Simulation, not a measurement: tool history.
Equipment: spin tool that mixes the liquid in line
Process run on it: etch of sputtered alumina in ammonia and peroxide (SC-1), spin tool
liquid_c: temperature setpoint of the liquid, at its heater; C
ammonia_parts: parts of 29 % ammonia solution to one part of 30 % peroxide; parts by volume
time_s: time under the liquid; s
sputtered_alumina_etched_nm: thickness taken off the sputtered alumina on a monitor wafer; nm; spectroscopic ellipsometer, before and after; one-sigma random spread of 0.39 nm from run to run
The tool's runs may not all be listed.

run	hour	liquid_c	ammonia_parts	time_s	sputtered_alumina_etched_nm
1	0.0	57.0	0.85	315	34.903
2	5.9	57.0	1.00	315	34.616
3	10.5	58.0	1.00	315	36.360
4	16.2	58.5	1.00	315	37.648
5	21.8	58.5	1.00	315	37.197
6	29.2	58.5	0.80	315	36.393
7	31.1	59.0	0.80	315	38.257

Run 8 has not been measured yet. What should we expect?
8	36.4	59.5	0.80	315	?

sputtered_alumina_etched_nm: 38.655 nm
